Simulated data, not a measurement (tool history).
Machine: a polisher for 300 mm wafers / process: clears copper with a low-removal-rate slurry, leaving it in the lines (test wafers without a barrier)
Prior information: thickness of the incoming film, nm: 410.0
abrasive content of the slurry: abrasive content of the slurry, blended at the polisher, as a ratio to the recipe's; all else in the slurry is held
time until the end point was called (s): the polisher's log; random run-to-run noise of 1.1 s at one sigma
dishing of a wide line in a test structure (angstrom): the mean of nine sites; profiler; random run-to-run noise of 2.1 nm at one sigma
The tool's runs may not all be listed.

run	hour	flow of slurry (ml/min)	pressure of the wafer on the pad (kPa)	speed of the pad under the wafer (m/s)	abrasive content of the slurry	overpolish time after the end point (s)	time until the end point was called (s)	dishing of a wide line in a test structure (angstrom)
1	0.0	230	23.4	1.08	1.0	19	109.73	495.77
2	5.7	230	17.2	1.08	1.0	19	149.98	377.16
3	13.2	230	17.2	1.08	1.0	23	152.19	474.27
4	19.6	230	19.3	1.08	1.0	24	137.86	513.77
5	21.6	230	24.8	1.08	1.0	24	107.46	615.16
6	27.5	230	20.7	1.08	1.0	24	126.37	569.73
7	30.7	230	22.1	1.08	1.0	25	118.62	600.07
8	36.7	230	23.4	1.08	1.0	26	114.56	625.53
9	41.0	230	23.4	1.08	1.0	26	110.12	646.86
10	41.7	230	24.1	1.08	1.0	27	108.46	662.13
11	49.3	230	24.8	1.08	1.0	28	107.83	722.23

What will run 12 give?
12	52.9	230	25.5	1.08	1.0	28	?	?

time until the end point was called (s): 103.78
dishing of a wide line in a test structure (angstrom): 757.27
